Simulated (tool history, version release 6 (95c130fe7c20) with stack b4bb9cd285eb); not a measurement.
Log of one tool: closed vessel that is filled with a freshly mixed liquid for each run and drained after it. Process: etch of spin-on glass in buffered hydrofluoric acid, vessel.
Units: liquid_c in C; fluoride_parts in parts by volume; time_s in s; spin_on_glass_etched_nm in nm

run	hour	liquid_c	fluoride_parts	time_s	spin_on_glass_etched_nm
1	0	21	15.5	100	155.97
2	2.6	22.5	15.5	100	167.86
3	5.9	22.5	15.5	100	170.34
4	12.1	25	15.5	100	194.09
5	19	25	15.5	100	194.82
6	21	24	15.5	100	182.61

Forecast run 7:
7	25.1	23	15.5	100	?

spin_on_glass_etched_nm: 175.03 nm
